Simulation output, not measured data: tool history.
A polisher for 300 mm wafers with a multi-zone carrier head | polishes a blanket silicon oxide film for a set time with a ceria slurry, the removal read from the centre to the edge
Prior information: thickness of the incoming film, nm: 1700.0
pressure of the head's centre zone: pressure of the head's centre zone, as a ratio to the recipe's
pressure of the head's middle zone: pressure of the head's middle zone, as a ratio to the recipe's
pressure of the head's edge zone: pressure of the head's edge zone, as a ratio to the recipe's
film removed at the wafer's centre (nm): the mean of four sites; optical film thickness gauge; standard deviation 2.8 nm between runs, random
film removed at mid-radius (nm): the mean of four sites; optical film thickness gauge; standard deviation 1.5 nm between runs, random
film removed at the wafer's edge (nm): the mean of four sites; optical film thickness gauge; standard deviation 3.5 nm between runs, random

| run | hour | flow of slurry (ml/min) | pressure of the head's centre zone | pressure of the head's middle zone | pressure of the head's edge zone | polishing time (s) | film removed at the wafer's centre (nm) | film removed at mid-radius (nm) | film removed at the wafer's edge (nm) |
|---|---|---|---|---|---|---|---|---|---|
| 1 | 0 | 315 | 1 | 1 | 1 | 36 | 302.48 | 294.21 | 293.58 |
| 2 | 4.4 | 240 | 1 | 1 | 1 | 36 | 297.13 | 290.11 | 280.11 |
| 3 | 6.9 | 235 | 0.98 | 0.97 | 0.99 | 35 | 273.19 | 273.72 | 272.77 |
| 4 | 10.1 | 235 | 1.02 | 0.97 | 0.99 | 35 | 281.36 | 274.35 | 272.88 |
|  | 11.7 | edge zone pressure recalibrated |
| 5 | 11.7 | 235 | 0.97 | 0.97 | 0.99 | 35 | 280.04 | 274.79 | 287.09 |
| 6 | 15.9 | 265 | 0.97 | 0.97 | 0.99 | 35 | 279.45 | 279.81 | 292.91 |

Run 7 is up next; what results do you expect?
| 7 | 22.7 | 255 | 0.99 | 0.95 | 0.99 | 34 | ? | ? | ? |

film removed at the wafer's centre (nm): 279.41
film removed at mid-radius (nm): 265.15
film removed at the wafer's edge (nm): 274.91

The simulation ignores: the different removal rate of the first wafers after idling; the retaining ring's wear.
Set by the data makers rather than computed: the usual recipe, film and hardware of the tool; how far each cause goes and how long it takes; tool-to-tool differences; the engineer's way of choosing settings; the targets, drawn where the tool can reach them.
